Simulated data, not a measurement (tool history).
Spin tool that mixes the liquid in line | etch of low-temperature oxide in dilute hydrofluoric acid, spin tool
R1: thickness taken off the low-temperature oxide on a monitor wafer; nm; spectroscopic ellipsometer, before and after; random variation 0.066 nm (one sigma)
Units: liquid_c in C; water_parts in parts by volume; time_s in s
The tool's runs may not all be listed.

Run 1, hour 0.0: liquid_c 24.0 C, water_parts 50 parts by volume, time_s 15 s. Result: R1 3.1445 nm.
Run 2, hour 6.5: liquid_c 24.0 C, water_parts 35 parts by volume, time_s 15 s. Result: R1 4.6624 nm.
Run 3, hour 10.4: liquid_c 25.0 C, water_parts 35 parts by volume, time_s 15 s. Result: R1 4.7522 nm.
Run 4, hour 12.4: liquid_c 27.5 C, water_parts 35 parts by volume, time_s 15 s. Result: R1 5.3077 nm.
Run 5, hour 17.4: liquid_c 28.0 C, water_parts 35 parts by volume, time_s 15 s. Result: R1 5.4003 nm.
Run 6, hour 23.5: liquid_c 28.0 C, water_parts 20 parts by volume, time_s 15 s. Result: R1 9.6911 nm.
Run 7, hour 27.7: liquid_c 27.0 C, water_parts 20 parts by volume, time_s 15 s. Result: R1 9.2454 nm.
Run 8, hour 31.7: liquid_c 26.0 C, water_parts 20 parts by volume, time_s 15 s. Result: R1 8.9958 nm.
Run 9, hour 36.2: liquid_c 25.0 C, water_parts 20 parts by volume, time_s 15 s. Result: R1 8.5504 nm.
Run 10, hour 38.7: liquid_c 25.0 C, water_parts 20 parts by volume, time_s 15 s. Result: R1 8.6350 nm.
Run 11, hour 41.4: liquid_c 24.5 C, water_parts 20 parts by volume, time_s 15 s. Result: R1 8.3537 nm.
Run 12, hour 48.0: liquid_c 24.0 C, water_parts 20 parts by volume, time_s 15 s. Result: R1 8.1965 nm.
Run 13, hour 50.5: liquid_c 24.0 C, water_parts 20 parts by volume, time_s 15 s. Result: R1 8.2428 nm.

Forecast run 14:
Run 14, hour 57.1: liquid_c 23.5 C, water_parts 20 parts by volume, time_s 15 s. Result: R1 ?.

Run 14 gave R1 8.2071 nm.

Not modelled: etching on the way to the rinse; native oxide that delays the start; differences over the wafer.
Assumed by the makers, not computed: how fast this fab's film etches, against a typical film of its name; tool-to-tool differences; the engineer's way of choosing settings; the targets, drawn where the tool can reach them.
